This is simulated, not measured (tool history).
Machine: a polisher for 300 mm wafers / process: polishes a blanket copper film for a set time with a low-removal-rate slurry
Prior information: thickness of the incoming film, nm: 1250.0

| run | day | flow of slurry (ml/min) | pressure of the wafer on the pad (kPa) | speed of the pad under the wafer (m/s) | abrasive content of the slurry | polishing time (s) | film removed (nm) |
|---|---|---|---|---|---|---|---|
| 1 | 0.000 | 180 | 22.8 | 1.26 | 1.00 | 87 | 392.70 |
| 2 | 0.258 | 180 | 22.8 | 1.26 | 1.15 | 87 | 399.62 |
| 3 | 0.317 | 175 | 18.6 | 1.20 | 1.15 | 87 | 321.49 |
| 4 | 0.512 | 175 | 18.6 | 1.20 | 1.35 | 87 | 327.70 |
| 5 | 0.850 | 175 | 15.9 | 1.14 | 1.35 | 87 | 274.50 |
| 6 | 1.204 | 175 | 13.8 | 1.12 | 1.35 | 87 | 241.70 |

The next listed run, before its measurement:
| 7 | 1.512 | 175 | 12.4 | 1.12 | 1.35 | 87 | ? |

film removed (nm): 224.14
